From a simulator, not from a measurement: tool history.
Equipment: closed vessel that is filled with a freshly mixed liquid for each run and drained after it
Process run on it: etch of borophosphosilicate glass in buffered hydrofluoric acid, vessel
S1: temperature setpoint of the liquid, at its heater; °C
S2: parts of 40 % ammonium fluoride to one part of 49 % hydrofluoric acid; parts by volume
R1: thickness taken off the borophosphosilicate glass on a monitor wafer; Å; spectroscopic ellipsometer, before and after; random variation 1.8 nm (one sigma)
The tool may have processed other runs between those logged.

{"run": 1, "hour": 0.0, "S1": 22, "S2": 7.5, "time in the liquid (s)": 90, "R1": 2291.3}
{"run": 2, "hour": 4.2, "S1": 23.5, "S2": 7.5, "time in the liquid (s)": 90, "R1": 2470.5}
{"run": 3, "hour": 12.6, "S1": 24.5, "S2": 7.5, "time in the liquid (s)": 90, "R1": 2619.3}
{"run": 4, "hour": 15.7, "S1": 25, "S2": 7.5, "time in the liquid (s)": 90, "R1": 2672.4}
{"run": 5, "hour": 24.2, "S1": 25.5, "S2": 7.5, "time in the liquid (s)": 90, "R1": 2736.8}
{"run": 6, "hour": 27.9, "S1": 29, "S2": 7.5, "time in the liquid (s)": 90, "R1": 3290.8}
{"run": 7, "hour": 34.3, "S1": 28, "S2": 7.5, "time in the liquid (s)": 90, "R1": 3151.1}

What does the tool deliver on the next run?
{"run": 8, "hour": 43.2, "S1": 27.5, "S2": 7.5, "time in the liquid (s)": 90, "R1": "?"}

{"run 8": {"R1": 3110.2}}

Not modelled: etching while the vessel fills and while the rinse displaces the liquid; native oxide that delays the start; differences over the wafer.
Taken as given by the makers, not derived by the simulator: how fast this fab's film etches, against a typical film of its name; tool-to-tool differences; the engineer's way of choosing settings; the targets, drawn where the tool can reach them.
